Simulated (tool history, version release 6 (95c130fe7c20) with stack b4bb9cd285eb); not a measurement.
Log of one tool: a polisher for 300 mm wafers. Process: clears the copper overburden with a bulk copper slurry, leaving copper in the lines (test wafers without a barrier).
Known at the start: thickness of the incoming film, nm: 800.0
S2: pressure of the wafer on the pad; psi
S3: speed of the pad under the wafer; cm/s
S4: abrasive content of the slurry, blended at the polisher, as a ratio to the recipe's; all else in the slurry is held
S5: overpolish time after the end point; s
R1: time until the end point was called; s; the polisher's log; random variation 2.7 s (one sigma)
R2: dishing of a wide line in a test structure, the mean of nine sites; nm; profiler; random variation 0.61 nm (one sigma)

Run 1, hour 0: flow of slurry (ml/min) 230, S2 3.4 psi, S3 86 cm/s, S4 1, S5 28 s. Result: R1 79.378 s, R2 101.01 nm.
Run 2, hour 8: flow of slurry (ml/min) 230, S2 3.4 psi, S3 86 cm/s, S4 1, S5 39 s. Result: R1 79.497 s, R2 114.27 nm.
Run 3, hour 16.3: flow of slurry (ml/min) 230, S2 3.4 psi, S3 86 cm/s, S4 0.85, S5 39 s. Result: R1 85.775 s, R2 114.77 nm.
Run 4, hour 17.5: flow of slurry (ml/min) 230, S2 3.9 psi, S3 86 cm/s, S4 0.85, S5 39 s. Result: R1 74.895 s, R2 119.46 nm.
Run 5, hour 18.5: flow of slurry (ml/min) 205, S2 3.3 psi, S3 74 cm/s, S4 0.9, S5 31 s. Result: R1 101.45 s, R2 97.227 nm.
Run 6, hour 21.4: flow of slurry (ml/min) 260, S2 3.3 psi, S3 74 cm/s, S4 0.9, S5 31 s. Result: R1 98.577 s, R2 96.629 nm.
At hour 30.2: slurry nozzle cleaned.
Run 7, hour 30.2: flow of slurry (ml/min) 325, S2 2.3 psi, S3 50 cm/s, S4 0.85, S5 17 s. Result: R1 189.2 s, R2 43.695 nm.

Run 8 comes next. What will it give?
Run 8, hour 36.2: flow of slurry (ml/min) 325, S2 2.1 psi, S3 50 cm/s, S4 0.85, S5 16 s. Result: R1 ?, R2 ?.

Run 8 gave R1 203.21 s, R2 36.708 nm.

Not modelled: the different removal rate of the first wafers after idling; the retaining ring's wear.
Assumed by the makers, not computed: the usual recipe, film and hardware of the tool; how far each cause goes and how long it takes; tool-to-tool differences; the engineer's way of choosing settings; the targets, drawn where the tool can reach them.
